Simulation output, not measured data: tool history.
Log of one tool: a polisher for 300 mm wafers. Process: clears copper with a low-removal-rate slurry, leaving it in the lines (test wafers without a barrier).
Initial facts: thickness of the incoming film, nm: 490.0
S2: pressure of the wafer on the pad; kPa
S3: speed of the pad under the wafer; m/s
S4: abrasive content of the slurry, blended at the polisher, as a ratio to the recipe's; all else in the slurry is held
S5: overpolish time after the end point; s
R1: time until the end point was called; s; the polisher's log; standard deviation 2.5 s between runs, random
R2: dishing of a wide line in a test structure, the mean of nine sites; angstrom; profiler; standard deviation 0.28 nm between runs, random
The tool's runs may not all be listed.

run 1 hour=0 | flow_of_slurry_(ml/min)=315 S2=26.9 S3=1.14 S4=1 S5=11 | R1=131.98 R2=280.6
run 2 hour=2.6 | flow_of_slurry_(ml/min)=315 S2=24.1 S3=1.14 S4=1 S5=10 | R1=148.14 R2=223.89
run 3 hour=11.4 | flow_of_slurry_(ml/min)=315 S2=24.1 S3=1.38 S4=1 S5=10 | R1=123.54 R2=259.2
run 4 hour=19.4 | flow_of_slurry_(ml/min)=315 S2=21.4 S3=1.36 S4=1 S5=10 | R1=138.35 R2=246.33
run 5 hour=26.2 | flow_of_slurry_(ml/min)=315 S2=21.4 S3=1.36 S4=1 S5=13 | R1=136.43 R2=299.68
run 6 hour=27.5 | flow_of_slurry_(ml/min)=315 S2=20 S3=1.32 S4=1 S5=12 | R1=151.11 R2=266.79
run 7 hour=35.3 | flow_of_slurry_(ml/min)=315 S2=18.6 S3=1.3 S4=1 S5=11 | R1=167.8 R2=226.18

Run 8 comes next. What will it give?
run 8 hour=40.2 | flow_of_slurry_(ml/min)=315 S2=14.5 S3=1.3 S4=1 S5=6 | R1=? R2=?

{"run 8": {"R1": 208.92, "R2": 102.75}}

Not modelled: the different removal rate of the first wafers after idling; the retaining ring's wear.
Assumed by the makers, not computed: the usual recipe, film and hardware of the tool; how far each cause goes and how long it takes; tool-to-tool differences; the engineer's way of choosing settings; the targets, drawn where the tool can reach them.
